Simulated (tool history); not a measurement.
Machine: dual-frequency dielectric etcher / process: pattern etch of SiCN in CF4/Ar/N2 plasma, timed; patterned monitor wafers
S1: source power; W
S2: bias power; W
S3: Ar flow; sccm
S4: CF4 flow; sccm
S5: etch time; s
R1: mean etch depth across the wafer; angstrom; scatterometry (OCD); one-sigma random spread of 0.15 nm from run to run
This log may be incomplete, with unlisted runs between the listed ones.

run	hour	S1	S2	S3	S4	S5	R1
1	0	310	71	94	48	72.5	460.77
2	8	310	71	94	48	72.5	459.53
3	16.7	330	71	94	48	72.5	480.93
4	22.2	330	71	94	41	72.5	463.94
5	24.3	330	71	94	41	72.5	463.22
6	25.3	350	72	94	41	72.5	485.27
7	29.4	370	74	93	41	72.5	511.03

Run 8 comes next. What will it give?
8	36	430	83	89	42	72.5	?

Run 8 produced R1 608.92 angstrom.
